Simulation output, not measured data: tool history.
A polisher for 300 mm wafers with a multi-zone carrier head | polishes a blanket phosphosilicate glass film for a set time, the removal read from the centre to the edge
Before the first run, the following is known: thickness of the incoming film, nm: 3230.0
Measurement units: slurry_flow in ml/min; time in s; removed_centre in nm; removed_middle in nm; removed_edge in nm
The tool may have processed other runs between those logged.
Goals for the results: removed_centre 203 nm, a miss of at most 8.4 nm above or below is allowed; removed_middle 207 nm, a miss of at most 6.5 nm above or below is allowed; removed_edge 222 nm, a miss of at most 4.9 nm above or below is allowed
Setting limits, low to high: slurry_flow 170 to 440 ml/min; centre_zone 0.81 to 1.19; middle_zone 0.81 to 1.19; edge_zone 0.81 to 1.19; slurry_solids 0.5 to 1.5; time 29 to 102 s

run,hour,slurry_flow,centre_zone,middle_zone,edge_zone,slurry_solids,time,removed_centre,removed_middle,removed_edge
1,0,280,1,1,1,1,65,457.91,464.21,451.02
2,5.5,280,1,1,1,1.15,65,501.75,486.23,478.76
3,10.4,280,1,1,0.96,1.15,65,499.81,488.83,470.08
4,17.4,245,1,1,0.96,1.15,65,490.15,475.31,459.39
5,22.5,240,0.99,0.98,0.95,1.05,62,438.61,430.54,417.18
6,27.5,240,0.94,0.98,0.95,1.05,62,414.74,436.79,424.16
7,36.1,235,0.94,0.96,0.95,1,59,383.1,397.43,393.1
8,44.7,230,0.94,0.94,0.94,0.95,57,358.4,365.58,370.96
9,53.1,215,0.88,0.86,0.84,0.7,39,201.65,204.76,207.49
10,58.9,220,0.88,0.86,0.85,0.7,39,200.51,201.2,209.85
11,63.4,225,0.88,0.86,0.86,0.7,39,201.89,200.03,213.56
12,71,230,0.88,0.86,0.86,0.7,39,204.25,206.02,211.07
13,76.1,225,0.88,0.86,0.87,0.7,39,201.42,201.6,213.64
14,82.3,235,0.88,0.87,0.89,0.7,39,205.64,206.84,214.75
15,86.8,235,0.88,0.87,0.9,0.7,39,197.81,206.12,214.79

5 candidate next runs follow, results not yet known. Just one meets every target within its allowed miss. Identify it.
A,91.3,170,0.87,0.85,0.88,0.5,49,?,?,?
B,91.3,295,0.82,0.82,0.92,0.8,35,?,?,?
C,91.3,280,0.91,0.84,1.03,0.75,36,?,?,?
D,91.3,245,0.89,0.89,0.91,0.6,41,?,?,?
E,91.3,350,0.85,0.88,1,0.5,41,?,?,?

move,removed_centre,removed_middle,removed_edge
A,205.83,208.14,221.18
B,187.53,194.07,213.07
C,206.88,196.53,223.63
D,203.93,208.08,213.39
E,184.51,194.7,208.98
A: all results land within tolerance of their targets
B: further off than the last run
C: meets the target for the result that was furthest off, but another lies outside its allowed miss
D: further off than the last run
E: further off than the last run
Move A is the one to make.
